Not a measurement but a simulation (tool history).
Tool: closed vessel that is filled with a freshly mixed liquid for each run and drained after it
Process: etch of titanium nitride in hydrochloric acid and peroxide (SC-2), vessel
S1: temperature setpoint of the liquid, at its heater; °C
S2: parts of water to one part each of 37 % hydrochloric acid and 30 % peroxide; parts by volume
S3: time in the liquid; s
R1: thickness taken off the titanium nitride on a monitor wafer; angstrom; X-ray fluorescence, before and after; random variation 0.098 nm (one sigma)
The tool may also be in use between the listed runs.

run 1 hour=0 | S1=54 S2=5.5 S3=120 | R1=97.86
run 2 hour=3.7 | S1=54 S2=5.5 S3=120 | R1=98.872
run 3 hour=5 | S1=54.5 S2=5.5 S3=120 | R1=101.13
run 4 hour=12.5 | S1=54.5 S2=5.5 S3=120 | R1=102.16
run 5 hour=21.8 | S1=55 S2=5.5 S3=120 | R1=104.94
run 6 hour=29.8 | S1=55 S2=5.5 S3=120 | R1=105.26
run 7 hour=37.1 | S1=55.5 S2=5.5 S3=120 | R1=107.68
run 8 hour=43.7 | S1=56 S2=5.5 S3=120 | R1=111.53

The next listed run, before its measurement:
run 9 hour=47.2 | S1=56.5 S2=5.5 S3=120 | R1=?

Run 9 gave R1 114.95 angstrom.

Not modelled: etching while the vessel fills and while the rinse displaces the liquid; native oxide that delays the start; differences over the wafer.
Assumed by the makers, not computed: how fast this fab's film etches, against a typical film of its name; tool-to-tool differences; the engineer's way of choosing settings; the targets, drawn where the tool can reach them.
